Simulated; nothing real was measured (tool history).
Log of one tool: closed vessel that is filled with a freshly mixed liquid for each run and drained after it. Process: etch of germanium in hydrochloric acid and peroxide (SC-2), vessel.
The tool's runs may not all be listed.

run  hour  temperature setpoint of the liquid (°C)  parts of water to one part each of 37 % hydrochloric acid and 30 % peroxide (parts by volume)  time in the liquid (s)  thickness taken off the germanium on a monitor wafer (nm)
  1   0.0                                     63.0                                                                                            5.5                      85                                                     320.13
  2   2.9                                     61.0                                                                                            5.5                      85                                                     299.88
  3   7.6                                     59.5                                                                                            5.5                      85                                                     286.17
  4  12.7                                     59.5                                                                                            5.5                      95                                                     320.78
  5  19.3                                     59.5                                                                                            7.0                      95                                                     315.39
  6  25.3                                     55.5                                                                                            7.0                      95                                                     281.45
  7  31.7                                     54.5                                                                                            7.0                      95                                                     270.14
     34.5  -- new drum of peroxide connected
  8  34.5                                     53.5                                                                                            7.0                      95                                                     267.02
  9  36.1                                     52.5                                                                                            7.0                      95                                                     255.07
 10  44.5                                     52.0                                                                                            7.0                      95                                                     252.64

For run 11, what comes out?
 11  46.5                                     51.5                                                                                            7.0                      95                                                          ?

thickness taken off the germanium on a monitor wafer (nm): 249.36
